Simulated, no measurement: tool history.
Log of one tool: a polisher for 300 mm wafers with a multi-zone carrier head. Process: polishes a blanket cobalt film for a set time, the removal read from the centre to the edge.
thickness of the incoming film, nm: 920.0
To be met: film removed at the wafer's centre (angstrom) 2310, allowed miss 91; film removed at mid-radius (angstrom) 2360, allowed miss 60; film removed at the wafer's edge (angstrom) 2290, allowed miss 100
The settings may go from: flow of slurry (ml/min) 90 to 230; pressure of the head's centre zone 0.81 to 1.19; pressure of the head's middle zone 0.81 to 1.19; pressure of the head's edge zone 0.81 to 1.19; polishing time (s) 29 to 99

run  hour  flow of slurry (ml/min)  pressure of the head's centre zone  pressure of the head's middle zone  pressure of the head's edge zone  polishing time (s)  film removed at the wafer's centre (angstrom)  film removed at mid-radius (angstrom)  film removed at the wafer's edge (angstrom)
  1     0                      150                                   1                                   1                                 1                  64                                         2745.7                                 2689.6                                       2745.5
  2     6                      150                                   1                                   1                                 1                  54                                         2358.2                                 2253.1                                       2317.7
  3  11.7                      120                                   1                                   1                                 1                  54                                         2187.2                                 2161.4                                       2231.1
  4  18.4                      120                                   1                                   1                              1.06                  54                                         2231.3                                 2162.7                                       2338.7
  5  20.1                      120                                0.92                                   1                              1.06                  54                                         2074.2                                 2135.5                                         2353
  6  21.3                      120                                0.92                                0.95                              1.06                  54                                         2054.1                                 2066.4                                       2276.8
  7  26.7                      125                                0.92                                0.96                              1.04                  54                                         2040.5                                 2074.4                                       2340.1
  8  27.7                      130                                0.93                                0.97                              1.02                  54                                         2052.4                                 2113.9                                       2293.4
  9  33.1                      135                                0.94                                0.98                              1.01                  54                                         2179.5                                 2185.3                                       2333.8
 10  36.2                      165                                0.93                                1.05                              0.94                  51                                         2044.7                                 2230.5                                       2181.6
 11  37.4                      170                                0.94                                1.05                              0.94                  51                                         2098.3                                 2234.6                                       2124.6
 12    44                      175                                0.94                                1.05                              0.95                  51                                         2066.6                                 2247.4                                       2201.4
 13  46.7                      180                                0.95                                1.05                              0.95                  51                                         2120.1                                 2272.5                                       2163.5

Which of these 4 next moves meets every target?
  A  49.4                      210                                1.06                                1.15                              0.93                  48                                              ?                                      ?                                            ?
  B  49.4                      180                                0.99                                0.97                              0.97                  53                                              ?                                      ?                                            ?
  C  49.4                      205                                1.03                                1.11                              1.04                  50                                              ?                                      ?                                            ?
  D  49.4                      130                                1.08                                0.92                              0.85                  58                                              ?                                      ?                                            ?

move  film removed at the wafer's centre (angstrom)  film removed at mid-radius (angstrom)  film removed at the wafer's edge (angstrom)
   A                                         2345.6                                 2340.6                                       2075.2
   B                                         2362.6                                 2190.7                                       2307.3
   C                                         2366.2                                 2357.8                                       2276.6
   D                                         2657.5                                 2178.1                                       2290.8
A: brings the result that was furthest off to its target, and leaves another outside
B: brings the result that was furthest off to its target, and leaves another outside
C: meets every target
D: takes the result that was furthest off past its target
The right move is C.

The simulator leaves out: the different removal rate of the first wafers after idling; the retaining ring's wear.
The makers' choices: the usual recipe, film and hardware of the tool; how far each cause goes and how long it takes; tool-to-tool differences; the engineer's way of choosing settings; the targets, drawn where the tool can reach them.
